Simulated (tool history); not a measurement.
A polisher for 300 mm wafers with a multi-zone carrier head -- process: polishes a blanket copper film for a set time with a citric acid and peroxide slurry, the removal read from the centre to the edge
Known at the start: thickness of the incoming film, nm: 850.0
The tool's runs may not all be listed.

run	hour	flow of slurry (ml/min)	pressure of the head's centre zone	pressure of the head's middle zone	pressure of the head's edge zone	abrasive content of the slurry	polishing time (s)	film removed at the wafer's centre (nm)	film removed at mid-radius (nm)	film removed at the wafer's edge (nm)
1	0.0	125	1.00	1.00	1.00	1.00	88	157.45	155.13	151.29
2	7.0	125	1.05	1.00	1.00	1.00	88	162.64	158.07	151.72
3	12.2	125	1.05	1.00	1.00	1.00	100	187.95	179.88	172.85
4	14.5	125	1.05	1.00	0.95	1.00	100	185.06	175.96	168.05
5	20.6	120	1.06	0.97	0.92	0.85	93	168.86	154.98	149.32
6	21.6	120	1.06	1.00	0.92	0.85	93	167.97	157.29	148.36

For run 7, what comes out?
7	26.2	115	1.06	0.97	0.90	0.75	88	?	?	?

Run 7 came out at film removed at the wafer's centre (nm) 152.36, film removed at mid-radius (nm) 138.66, film removed at the wafer's edge (nm) 136.56.
